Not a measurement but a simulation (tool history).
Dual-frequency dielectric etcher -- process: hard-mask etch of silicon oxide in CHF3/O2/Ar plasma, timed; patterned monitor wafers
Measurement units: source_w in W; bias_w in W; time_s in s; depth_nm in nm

Run 1, day 0.000: source_w 600 W, bias_w 185 W, time_s 34.5 s. Result: depth_nm 68.264 nm.
Run 2, day 0.058: source_w 550 W, bias_w 170 W, time_s 34.5 s. Result: depth_nm 63.578 nm.
Run 3, day 0.400: source_w 510 W, bias_w 160 W, time_s 34.5 s. Result: depth_nm 60.350 nm.
Run 4, day 0.479: source_w 510 W, bias_w 179 W, time_s 34.5 s. Result: depth_nm 63.274 nm.
Run 5, day 0.729: source_w 510 W, bias_w 198 W, time_s 34.5 s. Result: depth_nm 65.180 nm.
Run 6, day 0.783: source_w 480 W, bias_w 182 W, time_s 34.5 s. Result: depth_nm 62.029 nm.
Run 7, day 1.079: source_w 460 W, bias_w 169 W, time_s 34.5 s. Result: depth_nm 59.308 nm.
Run 8, day 1.225: source_w 440 W, bias_w 160 W, time_s 34.5 s. Result: depth_nm 56.884 nm.

Run 9 comes next. What will it give?
Run 9, day 1.271: source_w 420 W, bias_w 154 W, time_s 34.5 s. Result: depth_nm ?.

{"run 9": {"depth_nm": 54.897}}
